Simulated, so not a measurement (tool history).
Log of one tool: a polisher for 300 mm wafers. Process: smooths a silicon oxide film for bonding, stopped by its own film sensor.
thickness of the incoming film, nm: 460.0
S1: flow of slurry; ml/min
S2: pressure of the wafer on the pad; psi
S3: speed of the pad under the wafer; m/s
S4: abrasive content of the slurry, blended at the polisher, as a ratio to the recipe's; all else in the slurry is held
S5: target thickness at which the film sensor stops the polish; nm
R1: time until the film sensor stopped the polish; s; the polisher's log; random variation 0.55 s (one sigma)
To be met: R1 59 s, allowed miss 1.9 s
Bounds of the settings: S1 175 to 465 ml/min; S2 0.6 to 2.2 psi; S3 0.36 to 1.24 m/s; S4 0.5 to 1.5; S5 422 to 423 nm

{"run": 1, "day": 0.0, "S1": 295, "S2": 1.4, "S3": 0.8, "S4": 1, "S5": 423, "R1": 73.997}
{"run": 2, "day": 0.083, "S1": 295, "S2": 1.4, "S3": 0.64, "S4": 1, "S5": 423, "R1": 85.165}
{"run": 3, "day": 0.275, "S1": 295, "S2": 1.5, "S3": 0.64, "S4": 1, "S5": 423, "R1": 81.446}
{"run": 4, "day": 0.458, "S1": 260, "S2": 1.5, "S3": 0.64, "S4": 1, "S5": 423, "R1": 82.413}
{"run": 5, "day": 0.562, "S1": 260, "S2": 1.5, "S3": 0.74, "S4": 1, "S5": 423, "R1": 72.471}
{"run": 6, "day": 0.925, "S1": 260, "S2": 1.5, "S3": 0.74, "S4": 1, "S5": 422, "R1": 74.678}
{"run": 7, "day": 1.075, "S1": 260, "S2": 1.6, "S3": 0.74, "S4": 1, "S5": 422, "R1": 72.087}
{"run": 8, "day": 1.392, "S1": 260, "S2": 1.7, "S3": 0.74, "S4": 1, "S5": 422, "R1": 68.054}
{"run": 9, "day": 1.45, "S1": 260, "S2": 1.8, "S3": 0.74, "S4": 1, "S5": 422, "R1": 65.323}
{"run": 10, "day": 1.612, "S1": 260, "S2": 1.9, "S3": 0.74, "S4": 1, "S5": 422, "R1": 62.204}

Which of these 5 next moves meets every target?
{"run": "A", "day": 1.775, "S1": 300, "S2": 1.8, "S3": 0.64, "S4": 1, "S5": 423, "R1": "?"}
{"run": "B", "day": 1.775, "S1": 175, "S2": 1.6, "S3": 0.86, "S4": 0.95, "S5": 422, "R1": "?"}
{"run": "C", "day": 1.775, "S1": 250, "S2": 1.8, "S3": 0.72, "S4": 0.95, "S5": 422, "R1": "?"}
{"run": "D", "day": 1.775, "S1": 275, "S2": 1.7, "S3": 0.86, "S4": 1.05, "S5": 422, "R1": "?"}
{"run": "E", "day": 1.775, "S1": 200, "S2": 1.7, "S3": 0.76, "S4": 1.2, "S5": 422, "R1": "?"}

move=A R1=68.148
move=B R1=66.469
move=C R1=66.356
move=D R1=58.687
move=E R1=62.746
A: further off than the last run
B: further off than the last run
C: further off than the last run
D: meets every target
E: further off than the last run
Answer: D
